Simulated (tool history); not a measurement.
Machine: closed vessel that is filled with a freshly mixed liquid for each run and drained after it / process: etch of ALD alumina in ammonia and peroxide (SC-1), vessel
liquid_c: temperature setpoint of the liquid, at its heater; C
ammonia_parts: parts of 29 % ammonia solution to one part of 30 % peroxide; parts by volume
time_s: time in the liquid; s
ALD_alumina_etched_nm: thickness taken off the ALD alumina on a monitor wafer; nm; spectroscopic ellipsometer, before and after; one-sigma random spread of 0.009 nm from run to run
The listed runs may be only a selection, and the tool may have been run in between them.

{"run": 1, "hour": 0.0, "liquid_c": 60, "ammonia_parts": 0.65, "time_s": 30, "ALD_alumina_etched_nm": 4.4051}
{"run": 2, "hour": 8.1, "liquid_c": 60, "ammonia_parts": 0.5, "time_s": 30, "ALD_alumina_etched_nm": 4.2346}
{"run": 3, "hour": 11.1, "liquid_c": 62.5, "ammonia_parts": 0.5, "time_s": 30, "ALD_alumina_etched_nm": 4.8368}
{"run": 4, "hour": 15.7, "liquid_c": 60.5, "ammonia_parts": 0.5, "time_s": 30, "ALD_alumina_etched_nm": 4.3815}
{"run": 5, "hour": 21.3, "liquid_c": 60.5, "ammonia_parts": 0.5, "time_s": 30, "ALD_alumina_etched_nm": 4.3715}
{"run": 6, "hour": 22.4, "liquid_c": 60.5, "ammonia_parts": 0.6, "time_s": 30, "ALD_alumina_etched_nm": 4.452}
{"run": 7, "hour": 30.0, "liquid_c": 60.5, "ammonia_parts": 0.6, "time_s": 30, "ALD_alumina_etched_nm": 4.433}
{"run": 8, "hour": 32.4, "liquid_c": 58.5, "ammonia_parts": 0.6, "time_s": 30, "ALD_alumina_etched_nm": 4.0103}
{"run": 9, "hour": 41.1, "liquid_c": 57, "ammonia_parts": 0.6, "time_s": 30, "ALD_alumina_etched_nm": 3.6896}

Run 10, settings as shown, results not yet in. Your forecast:
{"run": 10, "hour": 48.0, "liquid_c": 49, "ammonia_parts": 0.6, "time_s": 30, "ALD_alumina_etched_nm": "?"}

{"run 10": {"ALD_alumina_etched_nm": 2.3925}}

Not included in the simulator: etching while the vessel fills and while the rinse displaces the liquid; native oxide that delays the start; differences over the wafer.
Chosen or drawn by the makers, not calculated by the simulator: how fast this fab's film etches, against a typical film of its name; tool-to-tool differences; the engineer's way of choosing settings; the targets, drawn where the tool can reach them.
